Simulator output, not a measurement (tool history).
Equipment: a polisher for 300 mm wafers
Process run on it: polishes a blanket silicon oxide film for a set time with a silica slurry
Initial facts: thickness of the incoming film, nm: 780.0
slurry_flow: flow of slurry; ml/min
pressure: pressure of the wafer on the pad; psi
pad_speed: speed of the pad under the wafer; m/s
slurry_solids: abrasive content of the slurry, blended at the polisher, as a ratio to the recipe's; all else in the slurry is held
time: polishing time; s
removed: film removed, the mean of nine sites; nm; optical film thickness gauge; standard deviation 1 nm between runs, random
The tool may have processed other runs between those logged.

run	day	slurry_flow	pressure	pad_speed	slurry_solids	time	removed
1	0	205	3.9	1.3	1	24	96.024
2	0.117	205	3.9	1.1	1	24	83.932
3	0.225	240	3.9	1.1	1	24	85.381
4	0.296	240	4.4	1.1	1	24	95.746
5	0.479	275	4.4	1.1	1	24	96.813
6	0.688	275	4.6	1.1	1	24	100.85
7	1.008	275	4.7	1.1	1	24	102.36
8	1.171	275	4.8	1.1	1	24	104.64

What does the tool deliver on the next run?
9	1.542	275	4.9	1.1	1	24	?

Run 9 produced removed 108.5 nm.
